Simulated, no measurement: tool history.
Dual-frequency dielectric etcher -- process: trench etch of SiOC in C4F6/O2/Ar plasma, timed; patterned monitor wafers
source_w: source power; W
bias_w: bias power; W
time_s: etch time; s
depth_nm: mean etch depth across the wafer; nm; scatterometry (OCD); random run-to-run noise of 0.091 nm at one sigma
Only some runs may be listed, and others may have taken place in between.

| run | hour | source_w | bias_w | time_s | depth_nm |
|---|---|---|---|---|---|
| 1 | 0.0 | 410 | 158 | 16.5 | 31.353 |
| 2 | 2.8 | 420 | 160 | 16.5 | 31.924 |
| 3 | 9.3 | 450 | 160 | 16.5 | 32.787 |
| 4 | 13.2 | 460 | 161 | 16.5 | 33.391 |
| 5 | 15.6 | 460 | 162 | 16.5 | 33.531 |
| 6 | 18.8 | 460 | 163 | 16.5 | 33.521 |
| 7 | 22.9 | 460 | 164 | 16.5 | 33.595 |

Run 8 has not been measured yet. What should we expect?
| 8 | 31.8 | 460 | 165 | 16.5 | ? |

Run 8 came out at depth_nm 33.657 nm.

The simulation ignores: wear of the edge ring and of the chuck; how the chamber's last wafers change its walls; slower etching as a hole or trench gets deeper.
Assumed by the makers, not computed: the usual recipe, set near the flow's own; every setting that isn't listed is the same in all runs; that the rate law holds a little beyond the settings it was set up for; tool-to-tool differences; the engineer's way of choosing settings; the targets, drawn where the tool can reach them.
